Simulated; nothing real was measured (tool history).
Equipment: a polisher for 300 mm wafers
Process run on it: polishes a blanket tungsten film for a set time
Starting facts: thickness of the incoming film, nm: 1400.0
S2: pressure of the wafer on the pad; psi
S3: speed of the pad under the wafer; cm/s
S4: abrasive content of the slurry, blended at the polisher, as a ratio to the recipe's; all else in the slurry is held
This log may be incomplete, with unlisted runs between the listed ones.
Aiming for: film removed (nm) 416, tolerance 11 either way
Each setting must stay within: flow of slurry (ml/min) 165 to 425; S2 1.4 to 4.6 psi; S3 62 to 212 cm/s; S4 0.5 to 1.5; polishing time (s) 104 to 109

run 1 hour=0 | flow_of_slurry_(ml/min)=275 S2=3 S3=136 S4=1 polishing_time_(s)=104 | film_removed_(nm)=457.18
run 2 hour=4.3 | flow_of_slurry_(ml/min)=230 S2=3 S3=136 S4=1 polishing_time_(s)=104 | film_removed_(nm)=450.34
run 3 hour=9 | flow_of_slurry_(ml/min)=230 S2=3.4 S3=136 S4=1 polishing_time_(s)=104 | film_removed_(nm)=505.22
run 4 hour=10.8 | flow_of_slurry_(ml/min)=230 S2=3.2 S3=136 S4=1 polishing_time_(s)=104 | film_removed_(nm)=474.59
run 5 hour=17.8 | flow_of_slurry_(ml/min)=280 S2=3.2 S3=136 S4=1 polishing_time_(s)=104 | film_removed_(nm)=483.29
-- hour=20.2 slurry tank refilled with fresh slurry and peroxide
run 6 hour=20.2 | flow_of_slurry_(ml/min)=280 S2=3.1 S3=136 S4=1 polishing_time_(s)=104 | film_removed_(nm)=542.63
run 7 hour=25.3 | flow_of_slurry_(ml/min)=260 S2=3.1 S3=136 S4=1 polishing_time_(s)=104 | film_removed_(nm)=539.63
run 8 hour=26.1 | flow_of_slurry_(ml/min)=240 S2=2.9 S3=136 S4=1 polishing_time_(s)=104 | film_removed_(nm)=491.9
run 9 hour=30.5 | flow_of_slurry_(ml/min)=235 S2=2.7 S3=132 S4=1 polishing_time_(s)=104 | film_removed_(nm)=452.42
run 10 hour=34.1 | flow_of_slurry_(ml/min)=235 S2=2.4 S3=132 S4=1 polishing_time_(s)=104 | film_removed_(nm)=401.76
run 11 hour=40.6 | flow_of_slurry_(ml/min)=240 S2=2.4 S3=132 S4=1 polishing_time_(s)=104 | film_removed_(nm)=402.87
run 12 hour=42.9 | flow_of_slurry_(ml/min)=245 S2=2.4 S3=132 S4=1 polishing_time_(s)=104 | film_removed_(nm)=401.34
run 13 hour=45 | flow_of_slurry_(ml/min)=250 S2=2.4 S3=132 S4=1 polishing_time_(s)=104 | film_removed_(nm)=402.7

5 next moves are on the table. One of them brings every result within its allowed miss. Which?
run A hour=47.1 | flow_of_slurry_(ml/min)=180 S2=1.9 S3=150 S4=1.25 polishing_time_(s)=109 | film_removed_(nm)=?
run B hour=47.1 | flow_of_slurry_(ml/min)=270 S2=3 S3=100 S4=0.95 polishing_time_(s)=108 | film_removed_(nm)=?
run C hour=47.1 | flow_of_slurry_(ml/min)=215 S2=2.4 S3=128 S4=1.1 polishing_time_(s)=104 | film_removed_(nm)=?
run D hour=47.1 | flow_of_slurry_(ml/min)=370 S2=2.3 S3=130 S4=1 polishing_time_(s)=109 | film_removed_(nm)=?
run E hour=47.1 | flow_of_slurry_(ml/min)=205 S2=2 S3=162 S4=0.95 polishing_time_(s)=104 | film_removed_(nm)=?

move=A film_removed_(nm)=395.38
move=B film_removed_(nm)=399.46
move=C film_removed_(nm)=399.7
move=D film_removed_(nm)=418.49
move=E film_removed_(nm)=402.65
A: the biggest miss grows against the last run
B: the biggest miss grows against the last run
C: the biggest miss grows against the last run
D: every result lands within tolerance
E: as far off as the last run
Correct choice: D, which meets every target
